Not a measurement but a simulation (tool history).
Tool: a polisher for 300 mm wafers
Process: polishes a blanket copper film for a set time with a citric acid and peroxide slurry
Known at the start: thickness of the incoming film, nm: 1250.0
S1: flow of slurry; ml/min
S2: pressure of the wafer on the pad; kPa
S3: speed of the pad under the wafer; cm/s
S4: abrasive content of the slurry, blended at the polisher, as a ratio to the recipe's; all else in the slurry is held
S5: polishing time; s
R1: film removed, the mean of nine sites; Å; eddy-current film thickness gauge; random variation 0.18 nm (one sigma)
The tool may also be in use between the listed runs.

| run | hour | S1 | S2 | S3 | S4 | S5 | R1 |
|---|---|---|---|---|---|---|---|
| 1 | 0 | 290 | 19.3 | 78 | 1 | 29 | 486.64 |
| 2 | 4.7 | 360 | 19.3 | 78 | 1 | 29 | 494.27 |
| 3 | 12.1 | 360 | 19.3 | 78 | 1 | 29 | 494.21 |
| 4 | 16.7 | 360 | 19.3 | 58 | 1 | 29 | 365.7 |
| 5 | 25.6 | 360 | 16.5 | 58 | 1 | 29 | 327.16 |
| 6 | 28 | 360 | 14.5 | 58 | 1 | 29 | 289.65 |

Forecast run 7:
| 7 | 35.7 | 360 | 13.1 | 58 | 1 | 29 | ? |

Run 7 gave R1 265.34 Å.
